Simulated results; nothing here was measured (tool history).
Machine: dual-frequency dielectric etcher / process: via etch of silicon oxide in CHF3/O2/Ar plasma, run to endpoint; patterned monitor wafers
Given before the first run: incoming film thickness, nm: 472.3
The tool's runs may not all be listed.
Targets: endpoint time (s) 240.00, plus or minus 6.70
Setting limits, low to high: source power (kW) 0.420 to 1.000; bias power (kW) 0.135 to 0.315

run 1 hour=0.0 | source_power_(kW)=0.710 bias_power_(kW)=0.225 | endpoint_time_(s)=208.36
run 2 hour=5.2 | source_power_(kW)=0.810 bias_power_(kW)=0.225 | endpoint_time_(s)=201.71
run 3 hour=12.6 | source_power_(kW)=0.920 bias_power_(kW)=0.225 | endpoint_time_(s)=189.11
run 4 hour=13.4 | source_power_(kW)=0.920 bias_power_(kW)=0.200 | endpoint_time_(s)=198.42
run 5 hour=18.9 | source_power_(kW)=0.920 bias_power_(kW)=0.179 | endpoint_time_(s)=206.66
run 6 hour=25.4 | source_power_(kW)=0.860 bias_power_(kW)=0.172 | endpoint_time_(s)=215.27
run 7 hour=33.9 | source_power_(kW)=0.820 bias_power_(kW)=0.167 | endpoint_time_(s)=222.50
run 8 hour=35.1 | source_power_(kW)=0.790 bias_power_(kW)=0.164 | endpoint_time_(s)=226.91
run 9 hour=38.4 | source_power_(kW)=0.770 bias_power_(kW)=0.162 | endpoint_time_(s)=229.24

Pick the move, out of 5, that brings all results within their allowed miss; only one does.
run A hour=41.7 | source_power_(kW)=0.770 bias_power_(kW)=0.184 | endpoint_time_(s)=?
run B hour=41.7 | source_power_(kW)=0.910 bias_power_(kW)=0.193 | endpoint_time_(s)=?
run C hour=41.7 | source_power_(kW)=0.770 bias_power_(kW)=0.146 | endpoint_time_(s)=?
run D hour=41.7 | source_power_(kW)=0.780 bias_power_(kW)=0.179 | endpoint_time_(s)=?
run E hour=41.7 | source_power_(kW)=0.720 bias_power_(kW)=0.181 | endpoint_time_(s)=?

move=A endpoint_time_(s)=218.63
move=B endpoint_time_(s)=201.85
move=C endpoint_time_(s)=238.78
move=D endpoint_time_(s)=219.91
move=E endpoint_time_(s)=225.51
A: the biggest miss grows against the last run
B: the biggest miss grows against the last run
C: all results in spec
D: the biggest miss grows against the last run
E: the biggest miss grows against the last run
Move C is the one to make.

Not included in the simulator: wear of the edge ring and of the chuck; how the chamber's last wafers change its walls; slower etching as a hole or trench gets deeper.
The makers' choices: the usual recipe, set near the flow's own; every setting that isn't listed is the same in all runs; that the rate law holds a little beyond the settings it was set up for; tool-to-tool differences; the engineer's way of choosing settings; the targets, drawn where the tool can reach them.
